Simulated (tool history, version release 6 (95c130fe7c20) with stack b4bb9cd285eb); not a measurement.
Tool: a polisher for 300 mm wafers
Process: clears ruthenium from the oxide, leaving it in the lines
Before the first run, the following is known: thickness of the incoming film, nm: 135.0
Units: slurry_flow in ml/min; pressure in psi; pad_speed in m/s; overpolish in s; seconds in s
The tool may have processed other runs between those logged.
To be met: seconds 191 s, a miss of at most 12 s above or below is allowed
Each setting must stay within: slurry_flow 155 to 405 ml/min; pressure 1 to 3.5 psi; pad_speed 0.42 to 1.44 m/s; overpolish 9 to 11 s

| run | hour | slurry_flow | pressure | pad_speed | overpolish | seconds |
|---|---|---|---|---|---|---|
| 1 | 0 | 260 | 2.2 | 0.92 | 11 | 129.83 |
| 2 | 2.8 | 260 | 2 | 0.92 | 11 | 144.64 |
| 3 | 6.9 | 225 | 2 | 0.92 | 11 | 145.02 |
| 4 | 14.7 | 225 | 2 | 1.14 | 11 | 114.93 |
| 5 | 19.8 | 225 | 2 | 1.14 | 9 | 118.13 |
| 6 | 26.3 | 225 | 1.8 | 1.12 | 9 | 133.33 |
| 7 | 29.5 | 225 | 1.6 | 1.12 | 9 | 148.94 |
| 8 | 36.3 | 225 | 1.5 | 1.12 | 9 | 154.87 |
| 9 | 45 | 225 | 1 | 1.1 | 9 | 234.06 |
| 10 | 52.9 | 225 | 1.1 | 1.1 | 9 | 219.16 |

Exercise: of the 4 proposed moves below, exactly one satisfies all targets within the stated allowed misses. Which move is it?
| A | 60.8 | 205 | 1.4 | 1.22 | 9 | ? |
| B | 60.8 | 265 | 1.2 | 0.98 | 9 | ? |
| C | 60.8 | 265 | 1.4 | 1.2 | 10 | ? |
| D | 60.8 | 250 | 1.2 | 1.12 | 9 | ? |

| move | seconds |
|---|---|
| A | 156.53 |
| B | 220.09 |
| C | 156.06 |
| D | 194.08 |
A: moves the result that the last run missed by most past its target, out the other side
B: roughly where the last run was
C: moves the result that the last run missed by most past its target, out the other side
D: every result within its allowed miss
So the answer is move D, the one that meets all the targets.

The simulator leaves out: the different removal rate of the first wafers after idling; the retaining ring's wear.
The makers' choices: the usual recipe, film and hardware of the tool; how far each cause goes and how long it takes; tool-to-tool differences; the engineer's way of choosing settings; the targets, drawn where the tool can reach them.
